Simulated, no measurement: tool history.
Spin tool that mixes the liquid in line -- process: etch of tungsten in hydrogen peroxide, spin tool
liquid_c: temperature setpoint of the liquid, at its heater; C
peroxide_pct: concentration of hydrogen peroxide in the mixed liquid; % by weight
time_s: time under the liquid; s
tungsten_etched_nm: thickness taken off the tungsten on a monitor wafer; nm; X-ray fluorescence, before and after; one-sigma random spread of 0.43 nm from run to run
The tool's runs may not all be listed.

{"run": 1, "hour": 0.0, "liquid_c": 47.0, "peroxide_pct": 24, "time_s": 45, "tungsten_etched_nm": 106.05}
{"run": 2, "hour": 4.2, "liquid_c": 44.5, "peroxide_pct": 24, "time_s": 45, "tungsten_etched_nm": 90.096}
{"run": 3, "hour": 5.0, "liquid_c": 42.5, "peroxide_pct": 24, "time_s": 45, "tungsten_etched_nm": 79.387}
{"run": 4, "hour": 7.9, "liquid_c": 42.5, "peroxide_pct": 24, "time_s": 50, "tungsten_etched_nm": 88.722}
{"run": 5, "hour": 13.9, "liquid_c": 40.5, "peroxide_pct": 24, "time_s": 50, "tungsten_etched_nm": 77.078}
{"run": 6, "hour": 15.9, "liquid_c": 39.0, "peroxide_pct": 24, "time_s": 50, "tungsten_etched_nm": 69.418}

Forecast run 7:
{"run": 7, "hour": 20.2, "liquid_c": 38.0, "peroxide_pct": 24, "time_s": 50, "tungsten_etched_nm": "?"}

Run 7 produced tungsten_etched_nm 65.796 nm.

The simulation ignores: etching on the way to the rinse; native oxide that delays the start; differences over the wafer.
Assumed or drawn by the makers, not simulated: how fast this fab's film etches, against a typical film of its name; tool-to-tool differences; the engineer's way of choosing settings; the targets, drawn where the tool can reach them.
